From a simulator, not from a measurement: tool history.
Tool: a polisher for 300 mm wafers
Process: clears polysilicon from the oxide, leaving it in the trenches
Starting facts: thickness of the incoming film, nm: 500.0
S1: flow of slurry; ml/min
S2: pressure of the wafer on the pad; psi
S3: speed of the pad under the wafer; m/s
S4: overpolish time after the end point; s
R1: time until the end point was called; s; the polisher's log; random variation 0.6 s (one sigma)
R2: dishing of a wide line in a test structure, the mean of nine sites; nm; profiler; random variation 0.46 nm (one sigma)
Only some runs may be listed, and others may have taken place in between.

| run | hour | S1 | S2 | S3 | S4 | R1 | R2 |
|---|---|---|---|---|---|---|---|
| 1 | 0.0 | 270 | 3.1 | 1.08 | 13 | 28.539 | 58.345 |
| 2 | 7.7 | 240 | 3.1 | 1.08 | 13 | 28.606 | 58.887 |
| 3 | 12.7 | 300 | 3.1 | 1.08 | 13 | 28.160 | 56.473 |
| 4 | 17.4 | 300 | 3.1 | 0.90 | 13 | 33.245 | 57.085 |
|  | 19.1 | head pressure recalibrated |
| 5 | 19.1 | 300 | 3.1 | 0.80 | 13 | 34.590 | 55.497 |
| 6 | 19.9 | 320 | 3.1 | 0.74 | 12 | 38.325 | 53.438 |
| 7 | 28.6 | 335 | 3.2 | 0.70 | 11 | 38.407 | 52.909 |

Run 8, settings as shown, results not yet in. Your forecast:
| 8 | 34.9 | 350 | 3.2 | 0.66 | 10 | ? | ? |

{"run 8": {"R1": 40.918, "R2": 50.042}}
